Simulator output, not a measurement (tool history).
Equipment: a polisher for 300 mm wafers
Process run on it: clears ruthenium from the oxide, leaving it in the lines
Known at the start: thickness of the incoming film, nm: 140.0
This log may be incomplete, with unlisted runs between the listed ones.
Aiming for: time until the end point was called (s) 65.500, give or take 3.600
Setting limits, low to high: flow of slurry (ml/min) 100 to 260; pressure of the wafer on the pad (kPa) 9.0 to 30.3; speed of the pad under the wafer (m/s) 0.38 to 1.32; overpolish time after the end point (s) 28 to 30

run	hour	flow of slurry (ml/min)	pressure of the wafer on the pad (kPa)	speed of the pad under the wafer (m/s)	overpolish time after the end point (s)	time until the end point was called (s)
1	0.0	165	19.3	0.84	28	85.923
2	1.4	165	20.7	0.84	28	79.462
3	4.0	165	18.6	0.84	28	88.256
4	7.0	140	18.6	0.84	28	89.666
5	8.7	165	18.6	0.84	28	88.745
6	17.5	165	20.0	0.84	28	82.233
7	21.0	165	20.7	0.84	28	81.125
8	26.6	165	22.1	0.84	28	77.069
9	32.7	165	22.1	0.84	28	76.476
10	38.8	165	22.8	0.84	28	73.112
11	43.2	165	23.4	0.84	28	73.688
12	48.2	165	24.1	0.84	28	69.031

Pick the move, out of 4, that brings all results within their allowed miss; only one does.
A	53.2	170	22.8	0.86	28	?
B	53.2	195	20.7	1.02	28	?
C	53.2	160	27.6	0.70	28	?
D	53.2	160	21.4	0.84	30	?

move	time until the end point was called (s)
A	72.099
B	64.913
C	75.058
D	78.704
A: moves away from the targets compared with the last run
B: all results land within tolerance of their targets
C: moves away from the targets compared with the last run
D: moves away from the targets compared with the last run
B meets every target.

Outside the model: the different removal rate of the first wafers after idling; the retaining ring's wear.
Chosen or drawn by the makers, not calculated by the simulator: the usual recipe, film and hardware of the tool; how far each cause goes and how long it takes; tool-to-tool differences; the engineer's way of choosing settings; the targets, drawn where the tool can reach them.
